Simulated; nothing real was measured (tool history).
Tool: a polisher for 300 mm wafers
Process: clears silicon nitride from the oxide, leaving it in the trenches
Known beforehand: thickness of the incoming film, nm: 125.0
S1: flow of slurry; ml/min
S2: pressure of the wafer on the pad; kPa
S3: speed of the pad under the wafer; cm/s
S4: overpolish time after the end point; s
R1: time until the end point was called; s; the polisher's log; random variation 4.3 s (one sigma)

{"run": 1, "hour": 0.0, "S1": 300, "S2": 20.7, "S3": 98, "S4": 15, "R1": 151.38}
{"run": 2, "hour": 8.5, "S1": 300, "S2": 17.2, "S3": 92, "S4": 15, "R1": 192.75}
{"run": 3, "hour": 14.3, "S1": 300, "S2": 15.2, "S3": 88, "S4": 15, "R1": 236.5}
{"run": 4, "hour": 19.7, "S1": 300, "S2": 13.8, "S3": 88, "S4": 15, "R1": 251.79}
{"run": 5, "hour": 22.9, "S1": 300, "S2": 13.8, "S3": 108, "S4": 15, "R1": 205.68}
{"run": 6, "hour": 30.1, "S1": 300, "S2": 12.4, "S3": 102, "S4": 15, "R1": 245.02}
{"run": 7, "hour": 37.9, "S1": 300, "S2": 11.7, "S3": 100, "S4": 15, "R1": 265.37}

Forecast run 8:
{"run": 8, "hour": 44.7, "S1": 300, "S2": 11, "S3": 98, "S4": 15, "R1": "?"}

{"run 8": {"R1": 285.7}}
